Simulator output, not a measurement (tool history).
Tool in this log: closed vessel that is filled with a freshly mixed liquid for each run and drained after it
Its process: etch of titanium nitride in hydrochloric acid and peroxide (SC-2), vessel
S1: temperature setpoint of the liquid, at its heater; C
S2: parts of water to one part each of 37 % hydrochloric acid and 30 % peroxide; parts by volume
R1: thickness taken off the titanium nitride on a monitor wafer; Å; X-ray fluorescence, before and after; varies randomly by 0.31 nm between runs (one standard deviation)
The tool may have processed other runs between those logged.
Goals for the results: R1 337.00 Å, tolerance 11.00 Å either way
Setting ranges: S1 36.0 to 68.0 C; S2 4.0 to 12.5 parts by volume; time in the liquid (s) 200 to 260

{"run": 1, "hour": 0.0, "S1": 52.0, "S2": 7.0, "time in the liquid (s)": 260, "R1": 142.9}
{"run": 2, "hour": 4.2, "S1": 54.5, "S2": 7.0, "time in the liquid (s)": 260, "R1": 169.26}
{"run": 3, "hour": 7.0, "S1": 57.5, "S2": 7.0, "time in the liquid (s)": 260, "R1": 207.52}
{"run": 4, "hour": 8.4, "S1": 57.5, "S2": 8.0, "time in the liquid (s)": 260, "R1": 183.98}
{"run": 5, "hour": 14.3, "S1": 60.0, "S2": 8.0, "time in the liquid (s)": 260, "R1": 215.19}
{"run": 6, "hour": 18.7, "S1": 62.0, "S2": 8.0, "time in the liquid (s)": 260, "R1": 245.37}
{"run": 7, "hour": 23.3, "S1": 62.0, "S2": 8.0, "time in the liquid (s)": 260, "R1": 245.03}
{"run": 8, "hour": 32.1, "S1": 63.5, "S2": 8.0, "time in the liquid (s)": 260, "R1": 264.45}
{"hour": 37.1, "done": "chemicals flow meter replaced"}
{"run": 9, "hour": 37.1, "S1": 64.5, "S2": 8.0, "time in the liquid (s)": 260, "R1": 314.23}
{"run": 10, "hour": 41.5, "S1": 65.0, "S2": 8.0, "time in the liquid (s)": 260, "R1": 323.97}

Next run, 5 choices. One meets every target within its allowed miss, the rest don't. Which?
{"run": "A", "hour": 45.9, "S1": 67.5, "S2": 8.5, "time in the liquid (s)": 220, "R1": "?"}
{"run": "B", "hour": 45.9, "S1": 68.0, "S2": 10.0, "time in the liquid (s)": 250, "R1": "?"}
{"run": "C", "hour": 45.9, "S1": 64.5, "S2": 7.0, "time in the liquid (s)": 225, "R1": "?"}
{"run": "D", "hour": 45.9, "S1": 62.0, "S2": 5.5, "time in the liquid (s)": 245, "R1": "?"}
{"run": "E", "hour": 45.9, "S1": 64.5, "S2": 6.0, "time in the liquid (s)": 205, "R1": "?"}

move=A R1=299.84
move=B R1=307.20
move=C R1=298.35
move=D R1=334.26
move=E R1=305.81
A: lands further from the targets than the last run did
B: lands further from the targets than the last run did
C: lands further from the targets than the last run did
D: all results land within tolerance of their targets
E: lands further from the targets than the last run did
D is the move that brings every result within its allowed miss.
